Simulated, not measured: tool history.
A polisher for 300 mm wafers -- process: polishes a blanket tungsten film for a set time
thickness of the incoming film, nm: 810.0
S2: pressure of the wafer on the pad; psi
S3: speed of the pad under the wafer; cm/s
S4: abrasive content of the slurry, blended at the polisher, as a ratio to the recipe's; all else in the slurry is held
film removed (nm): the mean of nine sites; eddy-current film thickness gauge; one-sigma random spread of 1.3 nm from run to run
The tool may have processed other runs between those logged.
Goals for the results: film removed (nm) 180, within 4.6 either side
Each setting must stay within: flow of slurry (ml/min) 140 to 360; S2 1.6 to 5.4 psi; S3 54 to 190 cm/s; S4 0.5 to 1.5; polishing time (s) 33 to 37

{"run": 1, "hour": 0.0, "flow of slurry (ml/min)": 230, "S2": 3.5, "S3": 122, "S4": 1, "polishing time (s)": 37, "film removed (nm)": 218.45}
{"run": 2, "hour": 2.4, "flow of slurry (ml/min)": 225, "S2": 3.3, "S3": 122, "S4": 1, "polishing time (s)": 37, "film removed (nm)": 204.47}
{"run": 3, "hour": 7.8, "flow of slurry (ml/min)": 225, "S2": 3.3, "S3": 122, "S4": 1, "polishing time (s)": 37, "film removed (nm)": 207.37}
{"run": 4, "hour": 11.8, "flow of slurry (ml/min)": 225, "S2": 3.2, "S3": 122, "S4": 1, "polishing time (s)": 37, "film removed (nm)": 202.73}
{"run": 5, "hour": 18.8, "flow of slurry (ml/min)": 190, "S2": 3.2, "S3": 122, "S4": 1, "polishing time (s)": 37, "film removed (nm)": 197.15}
{"run": 6, "hour": 26.7, "flow of slurry (ml/min)": 190, "S2": 3.2, "S3": 122, "S4": 0.85, "polishing time (s)": 37, "film removed (nm)": 189.36}
{"run": 7, "hour": 30.1, "flow of slurry (ml/min)": 185, "S2": 3.2, "S3": 122, "S4": 0.85, "polishing time (s)": 37, "film removed (nm)": 189.01}
{"run": 8, "hour": 37.9, "flow of slurry (ml/min)": 180, "S2": 3.2, "S3": 122, "S4": 0.85, "polishing time (s)": 37, "film removed (nm)": 188.42}

Exactly one of the 4 candidate moves below puts every result within its allowed miss. Which one?
{"run": "A", "hour": 45.7, "flow of slurry (ml/min)": 160, "S2": 3.4, "S3": 132, "S4": 0.8, "polishing time (s)": 34, "film removed (nm)": "?"}
{"run": "B", "hour": 45.7, "flow of slurry (ml/min)": 165, "S2": 3.4, "S3": 130, "S4": 0.7, "polishing time (s)": 35, "film removed (nm)": "?"}
{"run": "C", "hour": 45.7, "flow of slurry (ml/min)": 215, "S2": 2.8, "S3": 124, "S4": 0.95, "polishing time (s)": 37, "film removed (nm)": "?"}
{"run": "D", "hour": 45.7, "flow of slurry (ml/min)": 145, "S2": 3.9, "S3": 100, "S4": 1.05, "polishing time (s)": 37, "film removed (nm)": "?"}

move=A film_removed_(nm)=192.3
move=B film_removed_(nm)=189.79
move=C film_removed_(nm)=179.93
move=D film_removed_(nm)=190.42
A: its largest miss is bigger than the last run's
B: its largest miss is bigger than the last run's
C: all results in spec
D: its largest miss is bigger than the last run's
Go with C: it meets all targets.
